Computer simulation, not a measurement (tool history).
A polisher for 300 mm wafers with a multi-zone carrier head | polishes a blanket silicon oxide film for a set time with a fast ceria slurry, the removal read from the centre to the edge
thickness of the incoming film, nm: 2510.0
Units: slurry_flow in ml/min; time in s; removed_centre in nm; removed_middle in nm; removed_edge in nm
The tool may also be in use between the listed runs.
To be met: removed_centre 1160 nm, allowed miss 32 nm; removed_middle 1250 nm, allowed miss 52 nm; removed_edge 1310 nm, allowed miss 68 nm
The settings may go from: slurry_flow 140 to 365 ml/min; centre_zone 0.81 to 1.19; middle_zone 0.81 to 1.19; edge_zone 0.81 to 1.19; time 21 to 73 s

run	hour	slurry_flow	centre_zone	middle_zone	edge_zone	time	removed_centre	removed_middle	removed_edge
1	0	235	1	1	1	47	921.23	935.42	917.85
2	5.7	235	1	1	1	58	1142.6	1169	1157
3	6.3	190	1	1	1	58	1126.1	1150.5	1134.8
4	7.6	190	1	1	1	47	903.85	922.84	919.61
5	8.6	190	1	1.03	1	47	896.53	939.93	926
6	11.2	185	1.01	1.04	1.02	48	927.17	957.02	923.31
7	13.5	185	1	1.03	1.02	50	955.61	992.52	999.28
8	21.4	185	1	1.04	1.03	51	980.27	1046.7	988.19

Which of these 4 next moves meets every target?
A	29.3	140	0.97	1.02	0.98	43	?	?	?
B	29.3	185	1.14	1.04	1.06	56	?	?	?
C	29.3	180	0.92	0.96	1.01	66	?	?	?
D	29.3	195	1.19	1.06	0.98	56	?	?	?

move	removed_centre	removed_middle	removed_edge
A	763.25	833.3	809.22
B	1227.4	1150.5	1129.5
C	1159.9	1264	1297.7
D	1292	1177.5	1092.5
A: further off than the last run
B: takes the result that was furthest off past its target
C: meets every target
D: takes the result that was furthest off past its target
Move C is the one to make.

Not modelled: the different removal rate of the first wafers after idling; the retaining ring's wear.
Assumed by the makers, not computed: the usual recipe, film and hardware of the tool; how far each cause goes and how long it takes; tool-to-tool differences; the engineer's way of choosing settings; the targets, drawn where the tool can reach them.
